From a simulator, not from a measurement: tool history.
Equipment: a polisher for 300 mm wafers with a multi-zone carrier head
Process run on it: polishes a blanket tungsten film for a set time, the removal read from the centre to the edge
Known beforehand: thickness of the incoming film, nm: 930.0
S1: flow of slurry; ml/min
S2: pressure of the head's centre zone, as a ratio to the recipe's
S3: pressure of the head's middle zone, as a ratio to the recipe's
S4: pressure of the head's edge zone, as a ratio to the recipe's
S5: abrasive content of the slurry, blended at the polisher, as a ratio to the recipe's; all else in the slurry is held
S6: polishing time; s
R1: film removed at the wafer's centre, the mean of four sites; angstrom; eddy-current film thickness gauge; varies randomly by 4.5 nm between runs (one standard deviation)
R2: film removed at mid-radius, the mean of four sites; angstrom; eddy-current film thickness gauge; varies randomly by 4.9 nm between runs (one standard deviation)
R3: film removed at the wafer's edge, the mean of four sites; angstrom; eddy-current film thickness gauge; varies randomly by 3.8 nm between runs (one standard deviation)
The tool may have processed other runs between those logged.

run,hour,S1,S2,S3,S4,S5,S6,R1,R2,R3
1,0.0,290,1.00,1.00,1.00,1.00,63,3155.9,3152.4,3072.6
2,9.0,290,0.94,1.00,1.00,1.00,63,2948.4,3144.4,3092.9
3,13.1,295,0.96,1.01,1.01,1.05,63,3067.5,3205.9,3157.7
4,19.7,300,0.98,1.02,1.02,1.10,63,3133.1,3249.4,3144.3
5,26.9,300,0.98,1.02,1.02,1.00,63,3071.8,3287.7,3118.8
6,27.8,300,0.98,1.02,1.07,1.00,63,3094.2,3259.8,3213.0
7,29.4,300,1.00,1.03,1.08,1.05,64,3272.1,3353.3,3258.3
8,35.8,300,1.01,1.03,1.09,1.10,65,3313.1,3420.3,3330.4
9,36.8,305,1.03,1.03,1.09,1.15,66,3586.6,3448.4,3459.6
10,42.7,310,1.04,1.04,1.10,1.20,66,3494.2,3588.7,3462.9
11,50.7,310,1.05,1.04,1.10,1.20,67,3623.6,3530.4,3538.2
12,56.1,310,1.06,1.05,1.10,1.20,68,3751.1,3711.6,3560.3
13,61.6,310,1.07,1.05,1.11,1.25,68,3815.2,3678.8,3652.0

Predict the results of run 14:
14,63.9,310,1.08,1.06,1.11,1.25,68,?,?,?

{"run 14": {"R1": 3761.6, "R2": 3712.3, "R3": 3621.2}}
